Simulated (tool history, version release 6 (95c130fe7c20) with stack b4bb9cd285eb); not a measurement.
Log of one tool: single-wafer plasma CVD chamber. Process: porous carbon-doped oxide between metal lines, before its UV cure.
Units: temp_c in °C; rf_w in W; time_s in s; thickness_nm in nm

Run 1, hour 0.0: temp_c 285 °C, rf_w 600 W, time_s 15.5 s. Result: thickness_nm 104.93 nm.
Run 2, hour 4.4: temp_c 280 °C, rf_w 610 W, time_s 15.5 s. Result: thickness_nm 109.20 nm.
Run 3, hour 6.4: temp_c 280 °C, rf_w 655 W, time_s 15.5 s. Result: thickness_nm 113.73 nm.
Run 4, hour 10.7: temp_c 280 °C, rf_w 655 W, time_s 15.5 s. Result: thickness_nm 114.37 nm.
Run 5, hour 13.3: temp_c 290 °C, rf_w 655 W, time_s 15.5 s. Result: thickness_nm 107.48 nm.
Run 6, hour 19.1: temp_c 290 °C, rf_w 725 W, time_s 15.5 s. Result: thickness_nm 114.24 nm.
Run 7, hour 22.4: temp_c 287 °C, rf_w 730 W, time_s 15.5 s. Result: thickness_nm 116.87 nm.
Run 8, hour 25.4: temp_c 285 °C, rf_w 735 W, time_s 15.5 s. Result: thickness_nm 118.47 nm.

Forecast run 9:
Run 9, hour 28.6: temp_c 283 °C, rf_w 740 W, time_s 15.5 s. Result: thickness_nm ?.

Run 9 gave thickness_nm 120.61 nm.
